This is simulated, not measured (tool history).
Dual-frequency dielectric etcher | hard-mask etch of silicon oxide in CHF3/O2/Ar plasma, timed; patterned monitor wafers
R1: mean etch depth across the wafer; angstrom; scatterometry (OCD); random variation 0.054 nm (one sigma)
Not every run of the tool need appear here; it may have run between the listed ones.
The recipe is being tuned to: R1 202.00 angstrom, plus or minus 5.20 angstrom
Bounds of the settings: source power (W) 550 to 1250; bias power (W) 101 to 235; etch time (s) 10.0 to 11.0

run 1 hour=0.0 | source_power_(W)=900 bias_power_(W)=168 etch_time_(s)=11.0 | R1=238.44
run 2 hour=0.6 | source_power_(W)=900 bias_power_(W)=168 etch_time_(s)=11.0 | R1=236.28
run 3 hour=2.6 | source_power_(W)=900 bias_power_(W)=195 etch_time_(s)=11.0 | R1=246.35
run 4 hour=6.9 | source_power_(W)=780 bias_power_(W)=195 etch_time_(s)=11.0 | R1=234.86
run 5 hour=8.7 | source_power_(W)=750 bias_power_(W)=190 etch_time_(s)=11.0 | R1=229.20
run 6 hour=15.9 | source_power_(W)=820 bias_power_(W)=190 etch_time_(s)=11.0 | R1=237.72
run 7 hour=22.7 | source_power_(W)=790 bias_power_(W)=185 etch_time_(s)=11.0 | R1=232.39
run 8 hour=26.6 | source_power_(W)=760 bias_power_(W)=181 etch_time_(s)=11.0 | R1=228.68
run 9 hour=31.9 | source_power_(W)=740 bias_power_(W)=177 etch_time_(s)=11.0 | R1=225.34
run 10 hour=38.8 | source_power_(W)=580 bias_power_(W)=154 etch_time_(s)=10.5 | R1=188.76
run 11 hour=46.9 | source_power_(W)=600 bias_power_(W)=155 etch_time_(s)=10.5 | R1=192.05
run 12 hour=55.7 | source_power_(W)=610 bias_power_(W)=156 etch_time_(s)=10.5 | R1=192.50

Below are 4 possible settings for the next run. Only one of them brings all results inside the allowed miss of their targets. Which is it?
run A hour=64.5 | source_power_(W)=560 bias_power_(W)=170 etch_time_(s)=10.0 | R1=?
run B hour=64.5 | source_power_(W)=600 bias_power_(W)=154 etch_time_(s)=10.5 | R1=?
run C hour=64.5 | source_power_(W)=600 bias_power_(W)=189 etch_time_(s)=10.0 | R1=?
run D hour=64.5 | source_power_(W)=620 bias_power_(W)=157 etch_time_(s)=11.0 | R1=?

move=A R1=182.68
move=B R1=191.15
move=C R1=192.83
move=D R1=203.63
A: moves away from the targets compared with the last run
B: moves away from the targets compared with the last run
C: just as far off the targets as the last run
D: every result lands within tolerance
The move that meets every target is D.
